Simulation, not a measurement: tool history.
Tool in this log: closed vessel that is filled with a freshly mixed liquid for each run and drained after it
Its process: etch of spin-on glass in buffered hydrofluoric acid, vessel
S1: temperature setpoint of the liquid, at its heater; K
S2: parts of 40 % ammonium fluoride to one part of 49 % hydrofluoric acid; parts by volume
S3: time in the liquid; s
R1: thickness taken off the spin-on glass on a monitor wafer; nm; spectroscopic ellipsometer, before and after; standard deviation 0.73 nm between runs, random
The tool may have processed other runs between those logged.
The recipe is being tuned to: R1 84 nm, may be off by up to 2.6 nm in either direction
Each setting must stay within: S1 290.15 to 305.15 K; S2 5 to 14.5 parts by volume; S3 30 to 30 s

run 1 hour=0 | S1=297.15 S2=9 S3=30 | R1=108.9
run 2 hour=5.8 | S1=295.65 S2=9 S3=30 | R1=100.47
run 3 hour=10 | S1=295.65 S2=9 S3=30 | R1=101.13
run 4 hour=14.3 | S1=294.65 S2=9 S3=30 | R1=95.335
run 5 hour=21.9 | S1=293.65 S2=9 S3=30 | R1=90.96
run 6 hour=24 | S1=290.15 S2=9 S3=30 | R1=73.911
run 7 hour=32 | S1=290.65 S2=9 S3=30 | R1=75.873
run 8 hour=34.1 | S1=291.15 S2=9 S3=30 | R1=78.025
run 9 hour=42.6 | S1=291.65 S2=9 S3=30 | R1=80.748

Pick the move, out of 4, that brings all results within their allowed miss; only one does.
run A hour=51.1 | S1=293.15 S2=9 S3=30 | R1=?
run B hour=51.1 | S1=292.15 S2=9 S3=30 | R1=?
run C hour=51.1 | S1=290.65 S2=7.5 S3=30 | R1=?
run D hour=51.1 | S1=290.15 S2=7.5 S3=30 | R1=?

move=A R1=88.688
move=B R1=83.845
move=C R1=93.859
move=D R1=91.223
A: the result that was furthest off in the last run now lies on the other side of its target
B: all results land within tolerance of their targets
C: the result that was furthest off in the last run now lies on the other side of its target
D: the result that was furthest off in the last run now lies on the other side of its target
The move that meets every target is B.
